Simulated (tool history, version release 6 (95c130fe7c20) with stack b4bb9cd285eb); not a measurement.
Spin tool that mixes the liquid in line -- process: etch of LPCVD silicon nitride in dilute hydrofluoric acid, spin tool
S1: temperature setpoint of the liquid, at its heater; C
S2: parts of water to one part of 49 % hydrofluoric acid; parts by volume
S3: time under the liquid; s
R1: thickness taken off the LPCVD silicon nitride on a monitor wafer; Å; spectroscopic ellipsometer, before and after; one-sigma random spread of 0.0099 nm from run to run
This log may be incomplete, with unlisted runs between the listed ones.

run	hour	S1	S2	S3	R1
1	0.0	20.0	50	90	6.2691
2	7.4	23.0	50	90	7.4858
3	10.3	23.0	35	90	11.1040
4	10.9	23.0	50	90	7.7869
5	15.7	22.5	50	90	7.5347
6	18.5	20.0	50	90	6.2852

The next listed run, before its measurement:
7	23.5	19.5	50	90	?

Logged for run 7: R1 6.1249 Å.
